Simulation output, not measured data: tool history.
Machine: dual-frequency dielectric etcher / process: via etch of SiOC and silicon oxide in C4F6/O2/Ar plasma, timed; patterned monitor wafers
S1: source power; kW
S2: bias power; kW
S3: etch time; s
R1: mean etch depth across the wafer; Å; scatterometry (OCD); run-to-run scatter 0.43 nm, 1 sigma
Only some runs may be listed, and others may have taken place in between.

run	hour	S1	S2	S3	R1
1	0.0	0.370	0.122	103	990.73
2	7.2	0.370	0.122	103	979.37
3	10.0	0.370	0.136	103	1026.50
4	17.3	0.310	0.136	103	976.67
5	26.2	0.310	0.143	103	976.63
6	34.4	0.300	0.141	103	973.54

Run 7 comes next. What will it give?
7	40.3	0.290	0.139	103	?

{"run 7": {"R1": 955.85}}

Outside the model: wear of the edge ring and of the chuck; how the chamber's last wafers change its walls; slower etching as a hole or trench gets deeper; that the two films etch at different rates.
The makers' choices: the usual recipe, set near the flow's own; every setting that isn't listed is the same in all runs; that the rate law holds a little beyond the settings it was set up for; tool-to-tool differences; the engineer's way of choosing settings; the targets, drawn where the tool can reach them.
